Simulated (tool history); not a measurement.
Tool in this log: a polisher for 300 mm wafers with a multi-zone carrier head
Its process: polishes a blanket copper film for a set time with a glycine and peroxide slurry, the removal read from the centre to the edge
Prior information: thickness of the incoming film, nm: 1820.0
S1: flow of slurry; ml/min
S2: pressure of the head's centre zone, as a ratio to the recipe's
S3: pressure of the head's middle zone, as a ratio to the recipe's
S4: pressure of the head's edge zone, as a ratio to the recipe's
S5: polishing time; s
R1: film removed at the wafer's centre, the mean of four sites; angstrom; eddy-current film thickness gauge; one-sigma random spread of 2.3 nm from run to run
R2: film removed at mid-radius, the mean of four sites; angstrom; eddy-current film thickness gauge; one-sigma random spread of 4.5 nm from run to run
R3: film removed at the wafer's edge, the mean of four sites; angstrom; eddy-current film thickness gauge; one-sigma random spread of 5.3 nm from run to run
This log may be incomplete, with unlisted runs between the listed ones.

run,day,S1,S2,S3,S4,S5,R1,R2,R3
1,0.000,145,1.00,1.00,1.00,70,3703.2,3658.6,3658.4
2,0.283,145,0.99,1.02,1.00,70,3626.9,3847.4,3510.1
3,0.642,145,0.99,1.07,1.00,70,3641.7,3904.5,3609.4
4,0.821,145,0.98,1.08,1.00,70,3606.9,3920.9,3631.8
5,0.904,145,0.97,1.09,1.00,70,3585.7,4014.9,3601.8
6,1.242,145,0.97,1.09,0.93,70,3564.5,3902.2,3566.4
7,1.350,145,0.96,1.10,0.94,70,3523.8,3999.2,3539.8
8,1.488,145,0.95,1.10,0.95,70,3515.0,3993.6,3575.9
9,1.617,145,0.94,1.11,0.96,70,3437.1,3976.9,3558.6
10,1.979,170,0.91,1.19,1.03,73,3589.2,4574.9,3840.6

Expected results for the next run?
11,2.008,170,0.91,1.19,1.03,73,?,?,?

R1: 3597.5 angstrom
R2: 4533.6 angstrom
R3: 3809.9 angstrom

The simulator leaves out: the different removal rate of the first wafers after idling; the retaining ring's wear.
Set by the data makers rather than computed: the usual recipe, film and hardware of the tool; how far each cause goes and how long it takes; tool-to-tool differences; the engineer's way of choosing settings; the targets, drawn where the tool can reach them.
